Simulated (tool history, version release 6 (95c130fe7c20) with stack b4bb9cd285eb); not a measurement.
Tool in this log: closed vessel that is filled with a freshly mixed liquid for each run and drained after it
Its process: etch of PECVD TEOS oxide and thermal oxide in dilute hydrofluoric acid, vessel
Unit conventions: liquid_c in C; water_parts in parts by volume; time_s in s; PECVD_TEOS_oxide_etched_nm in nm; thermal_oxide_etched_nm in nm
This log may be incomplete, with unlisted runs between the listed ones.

run,hour,liquid_c,water_parts,time_s,PECVD_TEOS_oxide_etched_nm,thermal_oxide_etched_nm
1,0.0,24.0,160,165,20.311,4.8104
2,9.0,24.0,105,165,33.233,7.8518
3,11.9,25.0,95,165,38.609,8.9884
4,13.6,26.0,85,165,45.276,10.7150
5,19.6,26.0,85,215,59.329,14.0730
6,27.9,28.0,85,215,63.729,15.1140
7,29.8,28.5,80,215,69.994,16.3750
8,36.9,28.5,80,215,70.257,16.5010

Run 9 has not been measured yet. What should we expect?
9,44.4,29.0,80,215,?,?

PECVD_TEOS_oxide_etched_nm: 71.351 nm
thermal_oxide_etched_nm: 16.9910 nm

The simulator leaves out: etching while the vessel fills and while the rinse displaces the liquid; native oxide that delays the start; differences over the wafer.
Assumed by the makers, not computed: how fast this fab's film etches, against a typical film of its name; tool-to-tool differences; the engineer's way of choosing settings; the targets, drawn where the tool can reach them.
